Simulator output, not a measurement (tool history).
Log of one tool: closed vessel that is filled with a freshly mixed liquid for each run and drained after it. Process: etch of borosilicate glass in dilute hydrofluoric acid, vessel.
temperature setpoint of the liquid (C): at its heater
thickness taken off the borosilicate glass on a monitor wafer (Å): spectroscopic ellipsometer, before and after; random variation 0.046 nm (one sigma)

| run | day | temperature setpoint of the liquid (C) | parts of water to one part of 49 % hydrofluoric acid (parts by volume) | time in the liquid (s) | thickness taken off the borosilicate glass on a monitor wafer (Å) |
|---|---|---|---|---|---|
| 1 | 0 | 25 | 280 | 50 | 59.789 |
| 2 | 0.362 | 25 | 190 | 50 | 97.523 |
| 3 | 0.554 | 25 | 140 | 50 | 138.71 |
| 4 | 0.7 | 26.5 | 140 | 50 | 147.68 |
|  | 0.917 | thermometer replaced |
| 5 | 0.917 | 25.5 | 145 | 50 | 144.43 |
| 6 | 1.083 | 24.5 | 150 | 50 | 133.95 |
| 7 | 1.162 | 24 | 160 | 50 | 120.74 |

Forecast run 8:
| 8 | 1.525 | 23 | 165 | 50 | ? |

thickness taken off the borosilicate glass on a monitor wafer (Å): 111.52
